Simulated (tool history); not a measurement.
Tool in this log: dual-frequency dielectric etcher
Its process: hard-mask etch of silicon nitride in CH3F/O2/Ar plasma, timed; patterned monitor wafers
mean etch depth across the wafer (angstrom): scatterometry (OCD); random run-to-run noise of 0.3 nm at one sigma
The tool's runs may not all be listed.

run	hour	source power (kW)	bias power (kW)	etch time (s)	mean etch depth across the wafer (angstrom)
1	0.0	0.530	0.066	173.5	1152.1
2	5.9	0.530	0.066	181.0	1193.4
3	7.5	0.530	0.060	181.0	1158.6
4	14.4	0.530	0.069	181.0	1222.3
5	15.9	0.530	0.069	181.0	1222.8
6	17.0	0.530	0.069	173.5	1165.6

What will run 7 give?
7	21.4	0.530	0.069	173.5	?

{"run 7": {"mean etch depth across the wafer (angstrom)": 1166.1}}
